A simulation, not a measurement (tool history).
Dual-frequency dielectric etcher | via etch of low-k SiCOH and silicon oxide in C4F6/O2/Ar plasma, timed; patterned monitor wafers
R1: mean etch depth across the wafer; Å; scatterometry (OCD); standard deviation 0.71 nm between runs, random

run 1 hour=0.0 | source_power_(W)=450 bias_power_(W)=133 etch_time_(s)=55.0 | R1=1376.9
run 2 hour=0.8 | source_power_(W)=420 bias_power_(W)=133 etch_time_(s)=55.0 | R1=1340.6
run 3 hour=4.1 | source_power_(W)=420 bias_power_(W)=133 etch_time_(s)=50.5 | R1=1223.4
run 4 hour=6.4 | source_power_(W)=420 bias_power_(W)=119 etch_time_(s)=50.5 | R1=1201.1
run 5 hour=13.6 | source_power_(W)=490 bias_power_(W)=119 etch_time_(s)=50.5 | R1=1280.5
run 6 hour=21.2 | source_power_(W)=490 bias_power_(W)=132 etch_time_(s)=50.5 | R1=1309.1
run 7 hour=23.7 | source_power_(W)=520 bias_power_(W)=138 etch_time_(s)=51.0 | R1=1370.2
run 8 hour=30.9 | source_power_(W)=540 bias_power_(W)=142 etch_time_(s)=51.0 | R1=1400.3
run 9 hour=38.0 | source_power_(W)=560 bias_power_(W)=145 etch_time_(s)=51.0 | R1=1434.5
run 10 hour=46.9 | source_power_(W)=570 bias_power_(W)=147 etch_time_(s)=51.0 | R1=1443.6
run 11 hour=48.8 | source_power_(W)=580 bias_power_(W)=149 etch_time_(s)=51.0 | R1=1466.3
run 12 hour=57.5 | source_power_(W)=590 bias_power_(W)=150 etch_time_(s)=51.0 | R1=1467.5

What does the tool deliver on the next run?
run 13 hour=64.0 | source_power_(W)=600 bias_power_(W)=152 etch_time_(s)=51.0 | R1=?

R1: 1489.2 Å

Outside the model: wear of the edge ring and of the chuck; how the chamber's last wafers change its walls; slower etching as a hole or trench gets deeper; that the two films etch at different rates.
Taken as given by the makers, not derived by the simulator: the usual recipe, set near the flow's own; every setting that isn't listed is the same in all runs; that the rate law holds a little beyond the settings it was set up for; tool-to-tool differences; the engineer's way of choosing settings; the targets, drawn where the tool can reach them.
